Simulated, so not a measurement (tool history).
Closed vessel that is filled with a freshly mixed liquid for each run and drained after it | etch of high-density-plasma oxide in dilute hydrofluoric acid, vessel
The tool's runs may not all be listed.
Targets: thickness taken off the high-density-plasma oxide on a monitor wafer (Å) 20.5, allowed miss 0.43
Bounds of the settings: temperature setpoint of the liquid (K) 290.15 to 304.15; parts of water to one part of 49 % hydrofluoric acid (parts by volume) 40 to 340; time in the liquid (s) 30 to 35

run,hour,temperature setpoint of the liquid (K),parts of water to one part of 49 % hydrofluoric acid (parts by volume),time in the liquid (s),thickness taken off the high-density-plasma oxide on a monitor wafer (Å)
1,0,296.15,190,35,11.924
2,5.7,297.15,185,35,12.899
3,12.9,297.65,180,35,13.562
4,19.6,297.65,180,35,13.399
5,21.8,297.65,245,35,9.1784
6,24.4,298.15,235,35,9.9835
7,29,298.65,225,35,10.697
8,31.2,299.15,215,35,11.428
9,36.2,299.65,205,35,12.316
10,42.2,300.15,200,35,12.94
11,50.3,300.65,195,35,13.622
12,52.6,301.15,190,35,14.32
13,55.5,301.65,185,35,15.054
14,63.1,302.15,180,35,15.794
15,65.1,302.15,175,35,16.356
16,66.7,302.15,170,35,17.122
17,71.9,303.15,160,35,18.895

Which of these 4 next moves meets every target?
A,77.1,304.15,155,35,?
B,77.1,300.65,150,30,?
C,77.1,304.15,180,35,?
D,77.1,304.15,160,35,?

move,thickness taken off the high-density-plasma oxide on a monitor wafer (Å)
A,20.526
B,16.122
C,17.106
D,19.753
A: meets every target
B: further off than the last run
C: further off than the last run
D: nearer than the last run, and not there yet
The right move is A.

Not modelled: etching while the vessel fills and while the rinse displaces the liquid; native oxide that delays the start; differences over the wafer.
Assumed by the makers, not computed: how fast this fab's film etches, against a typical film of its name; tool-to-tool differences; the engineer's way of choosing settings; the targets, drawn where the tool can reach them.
